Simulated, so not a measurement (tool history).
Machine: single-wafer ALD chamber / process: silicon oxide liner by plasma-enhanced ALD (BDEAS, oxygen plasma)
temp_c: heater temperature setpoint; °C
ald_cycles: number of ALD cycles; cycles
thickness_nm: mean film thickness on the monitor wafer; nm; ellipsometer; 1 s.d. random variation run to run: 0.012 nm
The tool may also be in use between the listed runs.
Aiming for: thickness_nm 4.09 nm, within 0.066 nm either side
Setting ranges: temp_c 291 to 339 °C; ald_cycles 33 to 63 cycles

run 1 hour=0 | temp_c=315 ald_cycles=48 | thickness_nm=4.4075
run 2 hour=6.6 | temp_c=316 ald_cycles=47 | thickness_nm=4.3088
run 3 hour=10.4 | temp_c=317 ald_cycles=46 | thickness_nm=4.2171
run 4 hour=16.2 | temp_c=308 ald_cycles=46 | thickness_nm=4.2885
run 5 hour=17.6 | temp_c=309 ald_cycles=46 | thickness_nm=4.2703
run 6 hour=25.4 | temp_c=309 ald_cycles=41 | thickness_nm=3.8034
run 7 hour=31.2 | temp_c=308 ald_cycles=42 | thickness_nm=3.8781
run 8 hour=39 | temp_c=307 ald_cycles=42 | thickness_nm=3.9151
run 9 hour=40.8 | temp_c=306 ald_cycles=42 | thickness_nm=3.9228
run 10 hour=45.2 | temp_c=305 ald_cycles=42 | thickness_nm=3.9233
run 11 hour=49.5 | temp_c=304 ald_cycles=42 | thickness_nm=3.9344

Exercise: of the 4 proposed moves below, exactly one satisfies all targets within the stated allowed misses. Which move is it?
run A hour=53.8 | temp_c=303 ald_cycles=44 | thickness_nm=?
run B hour=53.8 | temp_c=304 ald_cycles=41 | thickness_nm=?
run C hour=53.8 | temp_c=301 ald_cycles=39 | thickness_nm=?
run D hour=53.8 | temp_c=306 ald_cycles=40 | thickness_nm=?

move=A thickness_nm=4.1137
move=B thickness_nm=3.8271
move=C thickness_nm=3.658
move=D thickness_nm=3.7218
A: all results land within tolerance of their targets
B: moves away from the targets compared with the last run
C: moves away from the targets compared with the last run
D: moves away from the targets compared with the last run
Correct choice: A, which meets every target
